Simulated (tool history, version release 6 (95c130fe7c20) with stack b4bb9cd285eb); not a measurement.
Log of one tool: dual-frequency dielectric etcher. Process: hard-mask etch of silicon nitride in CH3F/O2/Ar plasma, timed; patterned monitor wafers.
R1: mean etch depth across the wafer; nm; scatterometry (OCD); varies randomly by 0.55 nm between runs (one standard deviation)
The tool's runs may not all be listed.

Run 1, hour 0.0: source power (kW) 0.320, bias power (kW) 0.060, etch time (s) 158.0. Result: R1 98.673 nm.
Run 2, hour 1.7: source power (kW) 0.300, bias power (kW) 0.059, etch time (s) 158.0. Result: R1 95.376 nm.
Run 3, hour 3.7: source power (kW) 0.320, bias power (kW) 0.059, etch time (s) 158.0. Result: R1 97.750 nm.
Run 4, hour 7.5: source power (kW) 0.300, bias power (kW) 0.058, etch time (s) 158.0. Result: R1 95.134 nm.
Run 5, hour 12.6: source power (kW) 0.300, bias power (kW) 0.069, etch time (s) 158.0. Result: R1 100.140 nm.
Run 6, hour 16.5: source power (kW) 0.280, bias power (kW) 0.068, etch time (s) 157.5. Result: R1 95.956 nm.
At hour 19.2: bias power generator calibrated.
Run 7, hour 19.2: source power (kW) 0.270, bias power (kW) 0.067, etch time (s) 157.5. Result: R1 92.772 nm.
Run 8, hour 22.4: source power (kW) 0.260, bias power (kW) 0.067, etch time (s) 157.5. Result: R1 91.857 nm.

For run 9, what comes out?
Run 9, hour 23.9: source power (kW) 0.250, bias power (kW) 0.067, etch time (s) 157.5. Result: R1 ?.

{"run 9": {"R1": 90.934}}
